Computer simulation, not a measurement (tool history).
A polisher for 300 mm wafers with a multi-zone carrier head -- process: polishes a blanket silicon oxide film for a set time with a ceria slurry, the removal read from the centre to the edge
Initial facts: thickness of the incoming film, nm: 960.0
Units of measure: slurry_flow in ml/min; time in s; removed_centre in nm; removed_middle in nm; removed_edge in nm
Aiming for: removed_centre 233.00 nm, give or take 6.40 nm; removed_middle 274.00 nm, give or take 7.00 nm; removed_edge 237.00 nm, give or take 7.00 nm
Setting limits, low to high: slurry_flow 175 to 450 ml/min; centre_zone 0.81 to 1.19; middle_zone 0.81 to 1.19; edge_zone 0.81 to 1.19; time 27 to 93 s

{"run": 1, "hour": 0.0, "slurry_flow": 290, "centre_zone": 1.0, "middle_zone": 1.0, "edge_zone": 1.0, "time": 59, "removed_centre": 330.21, "removed_middle": 336.27, "removed_edge": 338.77}
{"run": 2, "hour": 5.6, "slurry_flow": 290, "centre_zone": 0.98, "middle_zone": 1.02, "edge_zone": 0.96, "time": 55, "removed_centre": 307.35, "removed_middle": 316.38, "removed_edge": 309.02}
{"run": 3, "hour": 11.5, "slurry_flow": 285, "centre_zone": 0.95, "middle_zone": 1.04, "edge_zone": 0.93, "time": 52, "removed_centre": 282.59, "removed_middle": 303.61, "removed_edge": 289.07}
{"run": 4, "hour": 14.7, "slurry_flow": 285, "centre_zone": 0.95, "middle_zone": 1.1, "edge_zone": 0.93, "time": 52, "removed_centre": 280.96, "removed_middle": 317.69, "removed_edge": 284.23}
{"run": 5, "hour": 21.2, "slurry_flow": 280, "centre_zone": 0.93, "middle_zone": 1.1, "edge_zone": 0.91, "time": 50, "removed_centre": 260.05, "removed_middle": 303.69, "removed_edge": 269.18}
{"run": 6, "hour": 28.2, "slurry_flow": 270, "centre_zone": 0.92, "middle_zone": 1.1, "edge_zone": 0.89, "time": 49, "removed_centre": 251.17, "removed_middle": 301.92, "removed_edge": 264.6}
{"run": 7, "hour": 31.0, "slurry_flow": 270, "centre_zone": 0.92, "middle_zone": 1.1, "edge_zone": 0.88, "time": 48, "removed_centre": 242.25, "removed_middle": 291.2, "removed_edge": 255.56}
{"run": 8, "hour": 32.8, "slurry_flow": 240, "centre_zone": 0.93, "middle_zone": 1.08, "edge_zone": 0.81, "time": 47, "removed_centre": 238.55, "removed_middle": 275.8, "removed_edge": 245.07}
{"run": 9, "hour": 40.2, "slurry_flow": 240, "centre_zone": 0.93, "middle_zone": 1.08, "edge_zone": 0.81, "time": 47, "removed_centre": 236.34, "removed_middle": 277.35, "removed_edge": 245.19}
{"run": 10, "hour": 46.0, "slurry_flow": 240, "centre_zone": 0.93, "middle_zone": 1.09, "edge_zone": 0.81, "time": 47, "removed_centre": 242.26, "removed_middle": 281.66, "removed_edge": 245.55}

Next run, 4 choices. One meets every target within its allowed miss, the rest don't. Which?
{"run": "A", "hour": 51.8, "slurry_flow": 235, "centre_zone": 0.95, "middle_zone": 1.05, "edge_zone": 0.86, "time": 47, "removed_centre": "?", "removed_middle": "?", "removed_edge": "?"}
{"run": "B", "hour": 51.8, "slurry_flow": 300, "centre_zone": 0.99, "middle_zone": 1.04, "edge_zone": 0.85, "time": 46, "removed_centre": "?", "removed_middle": "?", "removed_edge": "?"}
{"run": "C", "hour": 51.8, "slurry_flow": 300, "centre_zone": 0.95, "middle_zone": 1.08, "edge_zone": 0.81, "time": 46, "removed_centre": "?", "removed_middle": "?", "removed_edge": "?"}
{"run": "D", "hour": 51.8, "slurry_flow": 255, "centre_zone": 0.93, "middle_zone": 1.1, "edge_zone": 0.84, "time": 45, "removed_centre": "?", "removed_middle": "?", "removed_edge": "?"}

move=A removed_centre=243.61 removed_middle=268.08 removed_edge=244.48
move=B removed_centre=256.92 removed_middle=268.20 removed_edge=243.79
move=C removed_centre=246.52 removed_middle=276.55 removed_edge=239.84
move=D removed_centre=231.18 removed_middle=269.47 removed_edge=234.01
A: its largest miss is bigger than the last run's
B: its largest miss is bigger than the last run's
C: its largest miss is bigger than the last run's
D: every result lands within tolerance
Go with D: it meets all targets.
